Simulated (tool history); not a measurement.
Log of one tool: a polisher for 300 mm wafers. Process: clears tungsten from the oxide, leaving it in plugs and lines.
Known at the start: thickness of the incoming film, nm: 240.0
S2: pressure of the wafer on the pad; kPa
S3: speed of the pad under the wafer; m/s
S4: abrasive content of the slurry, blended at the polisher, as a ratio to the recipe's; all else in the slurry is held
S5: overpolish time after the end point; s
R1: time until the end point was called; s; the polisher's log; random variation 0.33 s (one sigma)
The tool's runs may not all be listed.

run 1 day=0.000 | flow_of_slurry_(ml/min)=310 S2=27.6 S3=1.24 S4=1.00 S5=8 | R1=34.277
run 2 day=0.333 | flow_of_slurry_(ml/min)=310 S2=27.6 S3=1.24 S4=1.15 S5=8 | R1=34.254
run 3 day=0.442 | flow_of_slurry_(ml/min)=310 S2=29.6 S3=1.24 S4=1.15 S5=8 | R1=32.060
run 4 day=0.550 | flow_of_slurry_(ml/min)=310 S2=31.7 S3=1.24 S4=1.15 S5=8 | R1=30.405
run 5 day=0.850 | flow_of_slurry_(ml/min)=310 S2=31.7 S3=1.24 S4=1.15 S5=6 | R1=31.216
run 6 day=0.938 | flow_of_slurry_(ml/min)=310 S2=31.7 S3=1.24 S4=1.15 S5=8 | R1=30.987
run 7 day=1.283 | flow_of_slurry_(ml/min)=310 S2=39.3 S3=1.28 S4=1.15 S5=8 | R1=25.570
run 8 day=1.617 | flow_of_slurry_(ml/min)=310 S2=40.0 S3=1.30 S4=1.15 S5=8 | R1=24.887
run 9 day=1.762 | flow_of_slurry_(ml/min)=310 S2=40.7 S3=1.30 S4=1.15 S5=8 | R1=24.611
run 10 day=1.892 | flow_of_slurry_(ml/min)=310 S2=41.4 S3=1.30 S4=1.15 S5=8 | R1=25.149

The next listed run, before its measurement:
run 11 day=1.958 | flow_of_slurry_(ml/min)=310 S2=41.4 S3=1.32 S4=1.15 S5=8 | R1=?

Run 11 gave R1 24.088 s.

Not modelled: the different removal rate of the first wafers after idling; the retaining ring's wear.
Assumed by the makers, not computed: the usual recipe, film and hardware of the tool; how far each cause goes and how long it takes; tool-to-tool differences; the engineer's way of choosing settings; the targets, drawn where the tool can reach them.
